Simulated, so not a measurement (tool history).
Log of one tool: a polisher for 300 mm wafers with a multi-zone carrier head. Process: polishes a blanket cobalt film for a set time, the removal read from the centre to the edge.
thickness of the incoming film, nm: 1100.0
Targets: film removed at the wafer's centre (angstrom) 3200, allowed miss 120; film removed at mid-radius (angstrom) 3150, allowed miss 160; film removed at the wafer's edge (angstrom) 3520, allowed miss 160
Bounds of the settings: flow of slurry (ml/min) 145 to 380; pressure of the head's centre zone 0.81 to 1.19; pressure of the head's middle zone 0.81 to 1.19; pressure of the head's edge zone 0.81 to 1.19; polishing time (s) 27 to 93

run	hour	flow of slurry (ml/min)	pressure of the head's centre zone	pressure of the head's middle zone	pressure of the head's edge zone	polishing time (s)	film removed at the wafer's centre (angstrom)	film removed at mid-radius (angstrom)	film removed at the wafer's edge (angstrom)
1	0	245	1	1	1	59	2657.4	2728.7	2734.3
2	3.6	245	1	1	1.04	59	2750.5	2764.4	2804.7
3	11.4	245	0.98	0.99	1.07	61	2772.7	2795.4	2953.1
4	20.2	245	0.98	0.99	1.16	61	2777.1	2774.1	3011.3
5	28.5	225	0.98	0.99	1.16	61	2689.4	2723.1	2985.7
6	36.6	225	0.93	0.99	1.16	61	2558.5	2711.4	2930
7	42	235	0.94	0.99	1.17	63	2702.9	2768.2	3031
8	47.5	225	0.95	0.99	1.17	65	2795.9	2919.1	3154.4
9	52.9	235	0.95	0.98	1.18	66	2903.6	2869.7	3242.1
10	54.7	240	0.95	0.99	1.18	67	2899.9	2992.7	3341.3
11	62.4	240	0.95	0.99	1.18	67	2908.4	3092.3	3296.1
12	64.8	245	0.96	0.98	1.18	68	2991.6	3044.7	3360.4
13	67.6	250	0.97	0.98	1.18	68	2998.8	3052	3399.2
14	71	255	0.98	0.98	1.18	68	3093.5	3023.4	3335.2

Which of these 5 next moves meets every target?
A	74.4	285	0.98	0.96	1.15	65	?	?	?
B	74.4	260	0.97	0.95	1.16	71	?	?	?
C	74.4	260	1.06	0.97	1.13	62	?	?	?
D	74.4	190	0.87	0.92	1.18	72	?	?	?
E	74.4	150	1.01	0.87	1.19	77	?	?	?

move	film removed at the wafer's centre (angstrom)	film removed at mid-radius (angstrom)	film removed at the wafer's edge (angstrom)
A	2901.4	2857.3	3181.5
B	3108.3	3061.3	3462.1
C	2902.7	2719.5	2985.3
D	2763.6	2887.3	3421.9
E	3124.4	2806.9	3550.3
A: further off than the last run
B: meets every target
C: further off than the last run
D: brings the result that was furthest off to its target, and leaves another outside
E: brings the result that was furthest off to its target, and leaves another outside
Move B is the one to make.

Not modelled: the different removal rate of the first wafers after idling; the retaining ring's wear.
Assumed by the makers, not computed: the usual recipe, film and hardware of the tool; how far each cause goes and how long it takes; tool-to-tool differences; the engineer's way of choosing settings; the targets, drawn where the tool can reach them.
